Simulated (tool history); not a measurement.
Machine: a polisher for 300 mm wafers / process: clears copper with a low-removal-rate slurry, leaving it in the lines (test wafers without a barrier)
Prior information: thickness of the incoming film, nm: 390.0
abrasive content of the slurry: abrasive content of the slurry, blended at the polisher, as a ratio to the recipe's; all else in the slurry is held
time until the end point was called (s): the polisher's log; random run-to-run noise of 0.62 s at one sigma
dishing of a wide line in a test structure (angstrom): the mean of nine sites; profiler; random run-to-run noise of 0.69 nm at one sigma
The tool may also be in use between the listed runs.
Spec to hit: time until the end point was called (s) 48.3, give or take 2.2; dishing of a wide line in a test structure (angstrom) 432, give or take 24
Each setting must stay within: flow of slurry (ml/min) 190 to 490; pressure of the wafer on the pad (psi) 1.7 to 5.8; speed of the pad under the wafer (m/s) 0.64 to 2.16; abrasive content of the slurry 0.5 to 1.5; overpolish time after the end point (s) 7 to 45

run	day	flow of slurry (ml/min)	pressure of the wafer on the pad (psi)	speed of the pad under the wafer (m/s)	abrasive content of the slurry	overpolish time after the end point (s)	time until the end point was called (s)	dishing of a wide line in a test structure (angstrom)
1	0	315	3.7	1.4	1	23	80.817	756.13
2	0.162	315	3.7	1.4	1	32	82.318	934.89
3	0.312	375	3.7	1.4	1	32	81.654	927.22
4	0.396	375	3.7	1.4	1	38	80.099	1076.4
5	0.729	395	3.5	1.54	1.05	32	79.21	944.31
6	0.842	415	3.8	1.52	0.95	27	73.521	915.59
7	1.083	370	3.7	1.62	1.05	23	72.383	803.18
8	1.454	380	3.7	1.72	1.15	20	67.498	754.08
9	1.5	470	3.1	2.1	1.4	9	65.059	406.36
10	1.808	475	3.2	2.12	1.4	9	64.475	407.99
11	2.154	475	3.2	2.12	1.4	9	63.443	417.86
12	2.233	490	3.9	2.16	1.5	7	51.013	407.5
13	2.304	490	4.2	2.16	1.5	8	46.922	486.65

Consider the 4 candidate settings below. Which is the only one whose results all fall within their allowed miss of target?
A	2.375	455	3.9	1.96	1.5	7	?	?
B	2.375	490	4.9	2.06	1.45	7	?	?
C	2.375	490	4.6	1.92	1.5	9	?	?
D	2.375	490	4.1	2.16	1.5	7	?	?

move	time until the end point was called (s)	dishing of a wide line in a test structure (angstrom)
A	55.359	378.99
B	43.013	477.95
C	47.771	540.55
D	48.904	423.86
A: moves the result that the last run missed by most past its target, out the other side
B: its largest miss is bigger than the last run's
C: its largest miss is bigger than the last run's
D: meets every target
So the answer is move D, the one that meets all the targets.

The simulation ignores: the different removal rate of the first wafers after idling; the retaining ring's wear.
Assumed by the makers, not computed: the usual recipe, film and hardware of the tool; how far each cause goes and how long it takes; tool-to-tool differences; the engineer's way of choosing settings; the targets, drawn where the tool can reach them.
